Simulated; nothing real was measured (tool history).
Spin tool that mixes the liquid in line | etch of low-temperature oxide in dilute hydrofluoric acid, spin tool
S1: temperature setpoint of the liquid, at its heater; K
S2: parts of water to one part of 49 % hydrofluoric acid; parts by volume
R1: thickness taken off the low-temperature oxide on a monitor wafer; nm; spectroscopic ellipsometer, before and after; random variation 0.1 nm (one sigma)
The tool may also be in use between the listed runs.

Run 1, day 0: S1 296.15 K, S2 100 parts by volume, time under the liquid (s) 25. Result: R1 6.4453 nm.
Run 2, day 0.054: S1 298.15 K, S2 100 parts by volume, time under the liquid (s) 25. Result: R1 7.0647 nm.
Run 3, day 0.242: S1 298.15 K, S2 125 parts by volume, time under the liquid (s) 25. Result: R1 5.4482 nm.
Run 4, day 0.442: S1 298.15 K, S2 110 parts by volume, time under the liquid (s) 25. Result: R1 6.3107 nm.
Run 5, day 0.667: S1 299.65 K, S2 95 parts by volume, time under the liquid (s) 25. Result: R1 7.8514 nm.
Run 6, day 0.942: S1 299.65 K, S2 80 parts by volume, time under the liquid (s) 25. Result: R1 9.4557 nm.
Run 7, day 1.083: S1 300.65 K, S2 75 parts by volume, time under the liquid (s) 25. Result: R1 10.508 nm.
Run 8, day 1.208: S1 301.65 K, S2 70 parts by volume, time under the liquid (s) 25. Result: R1 11.875 nm.
Run 9, day 1.562: S1 301.65 K, S2 70 parts by volume, time under the liquid (s) 25. Result: R1 11.993 nm.

Run 10 comes next. What will it give?
Run 10, day 1.65: S1 301.65 K, S2 70 parts by volume, time under the liquid (s) 25. Result: R1 ?.

Run 10 gave R1 12.018 nm.
